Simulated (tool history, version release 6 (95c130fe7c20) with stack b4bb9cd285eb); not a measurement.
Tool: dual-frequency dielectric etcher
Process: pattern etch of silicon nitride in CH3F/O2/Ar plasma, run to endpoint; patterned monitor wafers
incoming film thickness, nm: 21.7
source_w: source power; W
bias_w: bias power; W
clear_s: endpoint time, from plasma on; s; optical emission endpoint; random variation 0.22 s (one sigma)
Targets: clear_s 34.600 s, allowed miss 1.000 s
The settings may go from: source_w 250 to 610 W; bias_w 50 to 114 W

run	hour	source_w	bias_w	clear_s
1	0.0	430	82	29.359
2	6.1	430	73	30.846
3	10.6	370	73	32.614
4	19.0	370	86	30.180
5	27.1	350	84	31.108
6	28.6	340	83	31.593
7	30.2	330	82	31.678
8	35.2	320	80	32.616
9	42.9	310	79	33.662

Which of these 5 next moves meets every target?
A	50.6	290	90	?
B	50.6	360	78	?
C	50.6	250	88	?
D	50.6	370	78	?
E	50.6	300	87	?

move	clear_s
A	32.517
B	32.181
C	34.666
D	31.858
E	32.647
A: further off than the last run
B: further off than the last run
C: meets every target
D: further off than the last run
E: further off than the last run
Move C is the one to make.

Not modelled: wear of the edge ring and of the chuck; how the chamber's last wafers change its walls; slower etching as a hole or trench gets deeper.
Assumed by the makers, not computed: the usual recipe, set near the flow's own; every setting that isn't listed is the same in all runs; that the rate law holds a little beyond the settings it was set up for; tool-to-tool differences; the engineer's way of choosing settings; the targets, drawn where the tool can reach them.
